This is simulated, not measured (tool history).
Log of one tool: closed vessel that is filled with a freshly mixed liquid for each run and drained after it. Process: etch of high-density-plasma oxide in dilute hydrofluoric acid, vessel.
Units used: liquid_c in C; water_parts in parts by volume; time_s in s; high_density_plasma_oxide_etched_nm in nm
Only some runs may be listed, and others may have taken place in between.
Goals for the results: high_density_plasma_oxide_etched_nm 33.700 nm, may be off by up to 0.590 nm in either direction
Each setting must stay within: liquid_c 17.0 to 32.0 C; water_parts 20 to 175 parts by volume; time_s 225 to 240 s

run  hour  liquid_c  water_parts  time_s  high_density_plasma_oxide_etched_nm
  1   0.0      24.0           95     225                               20.546
  2   7.3      24.0          125     225                               15.040
  3  11.4      25.0          120     225                               16.418
  4  13.0      25.0          145     225                               13.142
  5  17.5      25.0          145     225                               13.153
  6  19.1      28.5          145     225                               15.022
  7  28.1      32.0          105     225                               24.780
  8  30.1      32.0          100     225                               26.123
  9  31.0      32.0           95     225                               27.708
 10  39.5      32.0           85     225                               31.797

Which one of the following 5 next-run settings gets every result inside its allowed miss? There is exactly one.
  A  48.0      31.5           75     225                                    ?
  B  48.0      31.0           80     240                                    ?
  C  48.0      29.5           75     240                                    ?
  D  48.0      30.0           75     225                                    ?
  E  48.0      31.0           75     225                                    ?

move  high_density_plasma_oxide_etched_nm
   A                               35.912
   B                               34.974
   C                               35.491
   D                               33.918
   E                               35.238
A: takes the result that was furthest off past its target
B: takes the result that was furthest off past its target
C: takes the result that was furthest off past its target
D: every result lands within tolerance
E: takes the result that was furthest off past its target
The right move is D.
